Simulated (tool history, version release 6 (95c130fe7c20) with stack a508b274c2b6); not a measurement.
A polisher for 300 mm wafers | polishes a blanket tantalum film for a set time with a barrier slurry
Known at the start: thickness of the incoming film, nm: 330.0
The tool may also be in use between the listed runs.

| run | hour | flow of slurry (ml/min) | pressure of the wafer on the pad (psi) | speed of the pad under the wafer (m/s) | abrasive content of the slurry | polishing time (s) | film removed (nm) |
|---|---|---|---|---|---|---|---|
| 1 | 0.0 | 210 | 2.0 | 0.82 | 1.00 | 20 | 21.4000 |
| 2 | 2.0 | 210 | 1.9 | 0.82 | 1.00 | 20 | 20.1100 |
| 3 | 3.6 | 210 | 2.3 | 0.82 | 1.00 | 20 | 24.7820 |
| 4 | 4.3 | 210 | 2.3 | 0.82 | 1.00 | 17 | 20.7030 |
| 5 | 10.8 | 210 | 2.3 | 0.82 | 1.00 | 20 | 24.6590 |
| 6 | 13.2 | 210 | 2.1 | 0.82 | 1.00 | 20 | 22.2130 |
|  | 14.3 | head pressure recalibrated |
| 7 | 14.3 | 210 | 2.0 | 0.82 | 1.00 | 20 | 24.2370 |
| 8 | 21.8 | 210 | 1.9 | 0.76 | 0.95 | 20 | 21.5620 |
| 9 | 27.3 | 210 | 1.8 | 0.72 | 1.00 | 20 | 20.0040 |
| 10 | 30.3 | 205 | 1.7 | 0.68 | 1.00 | 20 | 18.3290 |
| 11 | 30.9 | 205 | 1.7 | 0.68 | 1.00 | 20 | 18.3680 |
| 12 | 39.5 | 200 | 1.6 | 0.64 | 1.00 | 20 | 16.7720 |
| 13 | 44.0 | 195 | 1.5 | 0.64 | 1.00 | 20 | 15.7980 |
| 14 | 49.9 | 185 | 1.4 | 0.64 | 1.00 | 20 | 14.7160 |
| 15 | 54.5 | 150 | 0.9 | 0.64 | 1.00 | 20 | 9.2264 |
| 16 | 60.7 | 160 | 0.9 | 0.64 | 1.00 | 20 | 9.2728 |
| 17 | 64.0 | 170 | 0.9 | 0.64 | 1.00 | 20 | 9.3639 |
| 18 | 71.2 | 185 | 0.9 | 0.64 | 1.00 | 20 | 9.4826 |
| 19 | 75.5 | 190 | 0.9 | 0.64 | 1.00 | 20 | 9.5762 |
| 20 | 81.3 | 200 | 0.9 | 0.64 | 1.00 | 20 | 9.6918 |
| 21 | 88.1 | 255 | 1.2 | 0.64 | 1.00 | 20 | 13.1070 |

The next listed run, before its measurement:
| 22 | 90.5 | 195 | 1.2 | 0.64 | 1.00 | 20 | ? |

film removed (nm): 12.6190

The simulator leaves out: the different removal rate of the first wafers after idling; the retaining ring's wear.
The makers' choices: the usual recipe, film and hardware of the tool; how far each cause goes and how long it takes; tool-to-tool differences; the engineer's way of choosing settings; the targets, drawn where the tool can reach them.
